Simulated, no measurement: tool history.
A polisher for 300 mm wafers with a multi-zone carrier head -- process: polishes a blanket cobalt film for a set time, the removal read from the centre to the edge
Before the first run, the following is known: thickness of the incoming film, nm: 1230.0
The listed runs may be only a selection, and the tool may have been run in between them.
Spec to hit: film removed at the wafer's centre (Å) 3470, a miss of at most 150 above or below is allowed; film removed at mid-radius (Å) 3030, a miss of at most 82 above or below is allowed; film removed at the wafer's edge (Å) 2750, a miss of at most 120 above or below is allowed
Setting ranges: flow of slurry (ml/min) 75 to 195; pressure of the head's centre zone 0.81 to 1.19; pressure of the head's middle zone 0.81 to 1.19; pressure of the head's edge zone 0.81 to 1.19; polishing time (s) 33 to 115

| run | hour | flow of slurry (ml/min) | pressure of the head's centre zone | pressure of the head's middle zone | pressure of the head's edge zone | polishing time (s) | film removed at the wafer's centre (Å) | film removed at mid-radius (Å) | film removed at the wafer's edge (Å) |
|---|---|---|---|---|---|---|---|---|---|
| 1 | 0 | 125 | 1 | 1 | 1 | 73 | 3897.8 | 3987.7 | 3859.7 |
| 2 | 7.8 | 125 | 1.06 | 1 | 1 | 73 | 4241.4 | 3918.1 | 3895.3 |
| 3 | 12.3 | 125 | 1.06 | 1 | 1.05 | 73 | 4102.2 | 3886.2 | 3943.4 |
| 4 | 17.9 | 125 | 1.06 | 1 | 1.13 | 73 | 4065 | 4001.5 | 4111.4 |
| 5 | 26.3 | 125 | 1.06 | 1 | 1.06 | 73 | 4067.3 | 3967.5 | 4011.9 |
| 6 | 28.2 | 125 | 1.06 | 1 | 1.13 | 73 | 4114.5 | 3947.3 | 4067.5 |
| 7 | 32.7 | 130 | 1.09 | 1.02 | 1.05 | 65 | 3852.3 | 3603.6 | 3498.7 |
| 8 | 35.7 | 125 | 1.1 | 1.03 | 1 | 62 | 3634.5 | 3461.6 | 3244.9 |
| 9 | 38.6 | 90 | 1.19 | 0.97 | 0.9 | 59 | 3408.7 | 2915.4 | 2838.6 |

Pick the move, out of 4, that brings all results within their allowed miss; only one does.
| A | 41.5 | 95 | 1.16 | 0.9 | 0.92 | 57 | ? | ? | ? |
| B | 41.5 | 75 | 1.19 | 0.88 | 0.97 | 62 | ? | ? | ? |
| C | 41.5 | 105 | 1.16 | 1.13 | 0.96 | 56 | ? | ? | ? |
| D | 41.5 | 110 | 1.19 | 1.04 | 0.91 | 56 | ? | ? | ? |

| move | film removed at the wafer's centre (Å) | film removed at mid-radius (Å) | film removed at the wafer's edge (Å) |
|---|---|---|---|
| A | 3343.8 | 2693.7 | 2785.4 |
| B | 3504 | 2730.7 | 2997.4 |
| C | 3370.7 | 3203.4 | 2824.2 |
| D | 3494.2 | 3035.6 | 2775.4 |
A: lands further from the targets than the last run did
B: lands further from the targets than the last run did
C: takes the biggest miss from the last run beyond its target
D: in spec on every target
Go with D: it meets all targets.

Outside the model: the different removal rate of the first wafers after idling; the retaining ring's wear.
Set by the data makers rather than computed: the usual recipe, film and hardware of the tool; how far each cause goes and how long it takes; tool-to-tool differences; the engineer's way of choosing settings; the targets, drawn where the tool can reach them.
